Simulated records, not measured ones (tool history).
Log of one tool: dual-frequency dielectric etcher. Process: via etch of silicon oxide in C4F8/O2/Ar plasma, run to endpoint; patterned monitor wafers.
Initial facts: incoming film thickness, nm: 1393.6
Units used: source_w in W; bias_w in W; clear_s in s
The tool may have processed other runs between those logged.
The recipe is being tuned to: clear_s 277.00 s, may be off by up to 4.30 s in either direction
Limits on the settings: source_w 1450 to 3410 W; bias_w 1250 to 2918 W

run,day,source_w,bias_w,clear_s
1,0.000,2430,2084,252.31
2,0.188,2630,2084,240.96
3,0.454,3000,2084,226.60
4,0.808,2800,2061,234.29
5,0.888,3000,2061,227.93
6,1.029,2710,2061,239.40
7,1.154,2570,2045,247.20
8,1.508,2470,2035,251.44
9,1.646,2380,2025,258.45
10,1.796,2320,2020,261.92
11,1.954,2270,2016,264.10
12,2.162,2230,2012,266.63
13,2.275,1980,1982,285.27

Consider the 4 candidate settings below. Which is the only one whose results all fall within their allowed miss of target?
A,2.388,1850,2033,?
B,2.388,1980,2133,?
C,2.388,1960,1856,?
D,2.388,1990,1779,?

move,clear_s
A,295.05
B,278.91
C,296.43
D,299.02
A: its largest miss is bigger than the last run's
B: in spec on every target
C: its largest miss is bigger than the last run's
D: its largest miss is bigger than the last run's
Correct choice: B, which meets every target
